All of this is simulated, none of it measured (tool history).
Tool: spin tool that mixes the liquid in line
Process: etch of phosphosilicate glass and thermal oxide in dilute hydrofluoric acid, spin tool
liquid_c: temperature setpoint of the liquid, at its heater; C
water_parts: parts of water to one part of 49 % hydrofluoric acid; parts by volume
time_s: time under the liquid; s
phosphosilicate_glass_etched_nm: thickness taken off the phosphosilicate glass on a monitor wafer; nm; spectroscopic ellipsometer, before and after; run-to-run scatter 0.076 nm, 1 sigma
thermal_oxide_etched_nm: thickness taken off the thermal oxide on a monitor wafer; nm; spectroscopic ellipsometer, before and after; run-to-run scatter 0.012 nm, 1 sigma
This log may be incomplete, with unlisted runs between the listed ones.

run	hour	liquid_c	water_parts	time_s	phosphosilicate_glass_etched_nm	thermal_oxide_etched_nm
1	0.0	23.0	135	30	16.1260	1.03050
2	6.3	23.0	135	20	11.0040	0.68063
3	10.1	21.5	135	20	10.2630	0.64259
4	18.7	20.5	135	20	10.0140	0.64391
5	21.8	20.5	160	20	8.1461	0.51894
6	23.8	20.5	140	20	9.5719	0.63064
7	27.0	17.5	145	20	8.1291	0.49985

Run 8 has not been measured yet. What should we expect?
8	33.8	18.0	145	20	?	?

phosphosilicate_glass_etched_nm: 8.2726 nm
thermal_oxide_etched_nm: 0.51852 nm
